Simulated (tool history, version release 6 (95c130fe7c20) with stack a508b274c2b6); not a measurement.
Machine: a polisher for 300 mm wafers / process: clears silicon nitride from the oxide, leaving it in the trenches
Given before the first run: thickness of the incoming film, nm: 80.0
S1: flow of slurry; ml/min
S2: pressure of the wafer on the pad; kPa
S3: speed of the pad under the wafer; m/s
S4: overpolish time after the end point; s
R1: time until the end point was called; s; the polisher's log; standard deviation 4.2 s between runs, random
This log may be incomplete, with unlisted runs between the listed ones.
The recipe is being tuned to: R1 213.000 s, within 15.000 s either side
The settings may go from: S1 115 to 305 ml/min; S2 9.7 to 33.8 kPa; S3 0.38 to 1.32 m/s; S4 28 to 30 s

{"run": 1, "day": 0.0, "S1": 195, "S2": 21.4, "S3": 0.84, "S4": 28, "R1": 101.09}
{"run": 2, "day": 0.317, "S1": 195, "S2": 21.4, "S3": 0.92, "S4": 28, "R1": 87.168}
{"run": 3, "day": 0.371, "S1": 195, "S2": 18.6, "S3": 0.86, "S4": 28, "R1": 105.75}
{"run": 4, "day": 0.488, "S1": 195, "S2": 18.6, "S3": 0.86, "S4": 28, "R1": 108.02}
{"run": 5, "day": 0.6, "S1": 195, "S2": 18.6, "S3": 0.7, "S4": 28, "R1": 133.29}
{"run": 6, "day": 0.804, "S1": 245, "S2": 18.6, "S3": 0.7, "S4": 28, "R1": 130.03}
{"run": 7, "day": 1.158, "S1": 245, "S2": 16.5, "S3": 0.68, "S4": 28, "R1": 148.86}
{"run": 8, "day": 1.404, "S1": 245, "S2": 10.3, "S3": 0.64, "S4": 28, "R1": 241.22}
{"run": 9, "day": 1.75, "S1": 245, "S2": 11.0, "S3": 0.64, "S4": 28, "R1": 228.21}

Pick the move, out of 5, that brings all results within their allowed miss; only one does.
{"run": "A", "day": 2.096, "S1": 220, "S2": 11.7, "S3": 0.68, "S4": 28, "R1": "?"}
{"run": "B", "day": 2.096, "S1": 250, "S2": 11.0, "S3": 0.62, "S4": 30, "R1": "?"}
{"run": "C", "day": 2.096, "S1": 305, "S2": 12.4, "S3": 0.52, "S4": 28, "R1": "?"}
{"run": "D", "day": 2.096, "S1": 250, "S2": 11.0, "S3": 0.58, "S4": 28, "R1": "?"}
{"run": "E", "day": 2.096, "S1": 225, "S2": 9.7, "S3": 0.7, "S4": 28, "R1": "?"}

move=A R1=206.860
move=B R1=236.350
move=C R1=245.730
move=D R1=251.950
move=E R1=240.940
A: in spec on every target
B: the biggest miss grows against the last run
C: the biggest miss grows against the last run
D: the biggest miss grows against the last run
E: the biggest miss grows against the last run
Answer: A
